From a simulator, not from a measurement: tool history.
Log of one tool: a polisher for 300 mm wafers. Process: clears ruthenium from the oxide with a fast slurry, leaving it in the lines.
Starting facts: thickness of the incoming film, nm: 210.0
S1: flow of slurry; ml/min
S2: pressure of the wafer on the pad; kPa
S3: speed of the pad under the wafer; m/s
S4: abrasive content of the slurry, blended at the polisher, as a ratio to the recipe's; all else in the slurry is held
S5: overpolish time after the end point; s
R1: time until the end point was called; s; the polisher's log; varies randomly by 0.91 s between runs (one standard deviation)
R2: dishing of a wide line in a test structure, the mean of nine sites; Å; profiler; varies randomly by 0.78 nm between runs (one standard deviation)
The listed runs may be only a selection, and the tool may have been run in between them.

run	hour	S1	S2	S3	S4	S5	R1	R2
1	0.0	220	23.4	0.88	1.0	23	55.311	641.60
2	2.2	220	23.4	0.88	1.1	23	51.597	671.29
3	10.1	220	23.4	1.08	1.1	23	42.853	743.83
4	12.0	220	20.0	1.04	1.1	26	49.764	748.62
5	16.4	220	20.0	1.04	1.1	31	49.928	833.72
6	19.1	240	20.0	1.04	1.1	31	50.368	835.64
7	23.3	240	17.9	1.00	1.1	32	56.549	794.88
8	29.3	225	11.0	0.88	1.1	35	91.320	599.69

Run 9 has not been measured yet. What should we expect?
9	35.2	225	11.0	0.88	1.1	35	?	?

R1: 90.614 s
R2: 586.51 Å
